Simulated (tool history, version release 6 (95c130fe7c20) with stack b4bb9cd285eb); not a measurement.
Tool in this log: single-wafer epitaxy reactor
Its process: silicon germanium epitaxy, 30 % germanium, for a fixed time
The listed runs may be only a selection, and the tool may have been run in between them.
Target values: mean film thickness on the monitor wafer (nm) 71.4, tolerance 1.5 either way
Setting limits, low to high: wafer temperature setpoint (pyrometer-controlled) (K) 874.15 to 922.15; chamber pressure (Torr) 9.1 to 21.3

run,hour,wafer temperature setpoint (pyrometer-controlled) (K),chamber pressure (Torr),mean film thickness on the monitor wafer (nm)
1,0,898.15,15.2,81.406
2,6.7,905.15,15.2,90.068
3,12.5,905.15,12.7,85.696
4,19.7,905.15,10.3,81.497
5,27.3,899.15,10.3,75.051
6,28.1,907.15,10.3,84.63
7,34.7,904.15,10.2,80.079
8,43.5,902.15,10.2,78.032
9,47.3,901.15,10.2,76.803
10,54.4,900.15,10.2,76.472
11,58.3,899.15,10.2,75.133
12,65.4,898.15,10.2,73.631

Of the 4 settings listed for the next run, only one would bring every result within its allowed miss of target. Which one?
A,72.5,894.15,11.2,?
B,72.5,900.15,10.2,?
C,72.5,901.15,9.6,?
D,72.5,898.15,12.1,?

move,mean film thickness on the monitor wafer (nm)
A,70.114
B,75.104
C,75.174
D,75.976
A: all results land within tolerance of their targets
B: the biggest miss grows against the last run
C: the biggest miss grows against the last run
D: the biggest miss grows against the last run
A is the move that brings every result within its allowed miss.
